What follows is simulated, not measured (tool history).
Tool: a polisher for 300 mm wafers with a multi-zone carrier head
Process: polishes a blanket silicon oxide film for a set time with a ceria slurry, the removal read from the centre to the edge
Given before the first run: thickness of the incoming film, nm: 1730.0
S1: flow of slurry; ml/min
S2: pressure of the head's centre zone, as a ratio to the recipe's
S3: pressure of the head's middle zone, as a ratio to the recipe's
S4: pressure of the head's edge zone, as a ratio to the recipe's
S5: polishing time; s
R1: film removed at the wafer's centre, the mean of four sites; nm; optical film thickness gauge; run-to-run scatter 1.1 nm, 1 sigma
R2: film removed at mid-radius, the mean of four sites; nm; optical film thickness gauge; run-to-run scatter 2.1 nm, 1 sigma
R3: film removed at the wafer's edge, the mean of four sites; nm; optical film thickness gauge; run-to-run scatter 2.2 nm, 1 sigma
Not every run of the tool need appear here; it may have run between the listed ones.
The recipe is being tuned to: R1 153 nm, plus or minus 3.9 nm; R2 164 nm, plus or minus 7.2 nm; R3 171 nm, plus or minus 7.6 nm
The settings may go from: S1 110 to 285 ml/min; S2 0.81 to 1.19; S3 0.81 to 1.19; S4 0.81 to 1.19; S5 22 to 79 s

run	hour	S1	S2	S3	S4	S5	R1	R2	R3
1	0	180	1	1	1	50	221.38	223.76	232.52
2	2.1	175	0.97	0.98	0.96	47	202.52	208.69	213.25
3	7.3	175	0.97	0.9	0.96	47	200.96	197.19	215.41
4	11.2	135	0.97	0.9	0.96	47	181.33	176.72	204.12
5	12.3	135	0.97	0.9	0.91	47	181.68	183.24	193.44
6	19.9	130	0.95	0.88	0.89	46	169.43	172.23	193.74
7	22.1	125	0.95	0.89	0.87	45	161.95	166.97	178.26
8	29.3	120	0.95	0.89	0.86	45	160.19	162.3	179.74
9	34.6	120	0.95	0.89	0.86	45	158.97	162.09	177.17
10	38.6	120	0.95	0.9	0.85	45	159.08	162.17	181.25
# hour 44.5: slurry nozzle cleaned
11	44.5	125	0.95	0.93	0.84	44	195.33	199.5	192.02
12	45.8	125	0.93	0.92	0.84	43	186.4	185.69	193.09
13	51.2	120	0.97	0.91	0.86	46	204.97	197.69	208.52
14	53.7	120	0.87	0.92	0.83	36	148.13	158.86	159.16

Consider the 4 candidate settings below. Which is the only one whose results all fall within their allowed miss of target?
A	56.2	110	0.87	0.89	0.81	36	?	?	?
B	56.2	110	0.87	0.91	0.87	39	?	?	?
C	56.2	130	0.94	0.95	0.81	33	?	?	?
D	56.2	115	0.85	0.84	0.89	37	?	?	?

move	R1	R2	R3
A	142.11	152.69	153.61
B	153.96	167.01	170.52
C	146.25	151.05	145.48
D	145.71	155.26	164.69
A: its largest miss is bigger than the last run's
B: in spec on every target
C: its largest miss is bigger than the last run's
D: meets the target for the result that was furthest off, but another lies outside its allowed miss
Move B is the one to make.
